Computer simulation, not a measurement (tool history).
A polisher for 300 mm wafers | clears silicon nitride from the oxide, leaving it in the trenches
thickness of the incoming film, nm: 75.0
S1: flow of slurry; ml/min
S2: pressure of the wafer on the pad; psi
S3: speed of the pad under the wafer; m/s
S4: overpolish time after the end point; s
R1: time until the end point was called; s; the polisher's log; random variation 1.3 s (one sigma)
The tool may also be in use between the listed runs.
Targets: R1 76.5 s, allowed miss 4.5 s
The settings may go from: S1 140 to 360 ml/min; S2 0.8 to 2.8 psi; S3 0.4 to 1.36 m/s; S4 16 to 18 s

{"run": 1, "hour": 0.0, "S1": 230, "S2": 1.8, "S3": 0.88, "S4": 16, "R1": 121.5}
{"run": 2, "hour": 6.8, "S1": 230, "S2": 1.8, "S3": 1.06, "S4": 16, "R1": 106.06}
{"run": 3, "hour": 10.8, "S1": 230, "S2": 2.1, "S3": 1.06, "S4": 16, "R1": 89.414}
{"run": 4, "hour": 18.5, "S1": 200, "S2": 2.1, "S3": 1.06, "S4": 16, "R1": 88.434}
{"run": 5, "hour": 26.5, "S1": 200, "S2": 2.1, "S3": 1.06, "S4": 16, "R1": 91.697}
{"run": 6, "hour": 30.8, "S1": 200, "S2": 1.9, "S3": 1.06, "S4": 16, "R1": 100.33}
{"run": 7, "hour": 32.2, "S1": 200, "S2": 2, "S3": 1.06, "S4": 16, "R1": 95.816}
{"run": 8, "hour": 34.3, "S1": 200, "S2": 2.1, "S3": 1.06, "S4": 16, "R1": 90.908}
{"run": 9, "hour": 42.3, "S1": 200, "S2": 2.2, "S3": 1.06, "S4": 16, "R1": 84.943}

Which of these 4 next moves meets every target?
{"run": "A", "hour": 50.3, "S1": 150, "S2": 2.6, "S3": 1.04, "S4": 18, "R1": "?"}
{"run": "B", "hour": 50.3, "S1": 275, "S2": 2.4, "S3": 0.94, "S4": 17, "R1": "?"}
{"run": "C", "hour": 50.3, "S1": 175, "S2": 2.6, "S3": 0.86, "S4": 16, "R1": "?"}
{"run": "D", "hour": 50.3, "S1": 235, "S2": 2.2, "S3": 1.1, "S4": 16, "R1": "?"}

move=A R1=80.246
move=B R1=89.177
move=C R1=91.941
move=D R1=86.637
A: meets every target
B: further off than the last run
C: further off than the last run
D: further off than the last run
Answer: A

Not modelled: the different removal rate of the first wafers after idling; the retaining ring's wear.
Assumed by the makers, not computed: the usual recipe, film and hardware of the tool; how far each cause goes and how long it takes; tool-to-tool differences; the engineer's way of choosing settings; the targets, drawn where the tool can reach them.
